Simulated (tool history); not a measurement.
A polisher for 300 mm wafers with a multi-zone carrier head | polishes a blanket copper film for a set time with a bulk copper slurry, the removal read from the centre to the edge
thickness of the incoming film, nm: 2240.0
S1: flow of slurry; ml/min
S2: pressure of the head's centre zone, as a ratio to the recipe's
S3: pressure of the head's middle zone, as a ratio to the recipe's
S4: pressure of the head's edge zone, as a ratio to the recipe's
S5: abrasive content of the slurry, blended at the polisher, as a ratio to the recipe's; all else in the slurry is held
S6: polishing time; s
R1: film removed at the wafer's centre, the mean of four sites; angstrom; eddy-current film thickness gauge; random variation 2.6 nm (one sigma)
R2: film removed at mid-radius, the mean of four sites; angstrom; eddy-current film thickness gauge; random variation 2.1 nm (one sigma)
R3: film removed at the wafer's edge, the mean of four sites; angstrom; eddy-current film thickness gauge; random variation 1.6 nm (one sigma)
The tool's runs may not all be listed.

| run | day | S1 | S2 | S3 | S4 | S5 | S6 | R1 | R2 | R3 |
|---|---|---|---|---|---|---|---|---|---|---|
| 1 | 0 | 190 | 1 | 1 | 1 | 1 | 33 | 3204.6 | 3323 | 3485.8 |
| 2 | 0.179 | 190 | 1 | 1 | 1 | 1 | 27 | 2626.5 | 2664.8 | 2845 |
| 3 | 0.275 | 190 | 1.02 | 0.98 | 0.96 | 0.85 | 25 | 2395.2 | 2349.4 | 2514 |
| 4 | 0.329 | 190 | 1.02 | 0.98 | 0.96 | 1.05 | 25 | 2520.5 | 2482.4 | 2624.6 |
| 5 | 0.629 | 190 | 1.02 | 0.98 | 0.96 | 0.9 | 25 | 2443.4 | 2384 | 2522.8 |
| 6 | 0.829 | 185 | 1.03 | 0.96 | 0.93 | 0.8 | 24 | 2309.3 | 2249.3 | 2369.6 |
| 7 | 1.104 | 185 | 1.05 | 0.94 | 0.91 | 0.7 | 23 | 2176.4 | 2015.6 | 2188.3 |
| 8 | 1.446 | 180 | 1.07 | 0.93 | 0.88 | 0.65 | 23 | 2177.4 | 2033.5 | 2130.4 |
| 9 | 1.533 | 180 | 1.08 | 0.91 | 0.86 | 0.6 | 23 | 2146.6 | 1935.1 | 2060.6 |
| 10 | 1.579 | 175 | 1.09 | 0.9 | 0.85 | 0.55 | 23 | 2136.1 | 1852.7 | 1995.5 |
| 11 | 1.875 | 165 | 1.09 | 0.9 | 0.84 | 0.55 | 23 | 2064.8 | 1867.1 | 2024.8 |

The next listed run, before its measurement:
| 12 | 2.15 | 170 | 1.09 | 0.9 | 0.84 | 0.55 | 23 | ? | ? | ? |

R1: 2195.4 angstrom
R2: 1859.9 angstrom
R3: 2001.9 angstrom

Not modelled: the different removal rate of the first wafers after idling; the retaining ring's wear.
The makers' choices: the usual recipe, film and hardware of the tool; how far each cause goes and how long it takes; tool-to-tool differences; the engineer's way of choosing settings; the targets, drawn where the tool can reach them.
